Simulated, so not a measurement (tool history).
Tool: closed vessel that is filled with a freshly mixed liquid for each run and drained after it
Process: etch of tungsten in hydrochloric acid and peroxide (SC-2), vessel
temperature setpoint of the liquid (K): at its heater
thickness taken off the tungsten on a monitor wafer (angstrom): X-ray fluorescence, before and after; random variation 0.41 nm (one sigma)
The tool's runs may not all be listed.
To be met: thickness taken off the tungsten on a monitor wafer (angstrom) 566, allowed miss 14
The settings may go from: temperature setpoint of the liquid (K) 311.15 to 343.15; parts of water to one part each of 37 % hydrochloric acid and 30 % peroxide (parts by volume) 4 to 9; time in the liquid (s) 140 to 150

run	day	temperature setpoint of the liquid (K)	parts of water to one part each of 37 % hydrochloric acid and 30 % peroxide (parts by volume)	time in the liquid (s)	thickness taken off the tungsten on a monitor wafer (angstrom)
1	0	327.15	5	140	378.44
2	0.283	328.65	5	140	417.84
3	0.433	329.65	5	140	446.44
4	0.504	330.65	5	140	469.11
5	0.625	330.65	6.5	140	389.63
6	0.721	330.65	5	140	473.92
7	0.879	331.15	5	140	481.7
8	1.017	334.15	5	140	588.73

5 next moves are on the table. One of them brings every result within its allowed miss. Which?
A	1.154	332.65	5	140	?
B	1.154	333.65	5.5	140	?
C	1.154	334.65	5.5	150	?
D	1.154	331.65	4.5	140	?
E	1.154	331.15	4	140	?

move	thickness taken off the tungsten on a monitor wafer (angstrom)
A	534.6
B	531.26
C	605.83
D	540.51
E	567.28
A: takes the result that was furthest off past its target
B: takes the result that was furthest off past its target
C: further off than the last run
D: takes the result that was furthest off past its target
E: meets every target
Move E is the one to make.
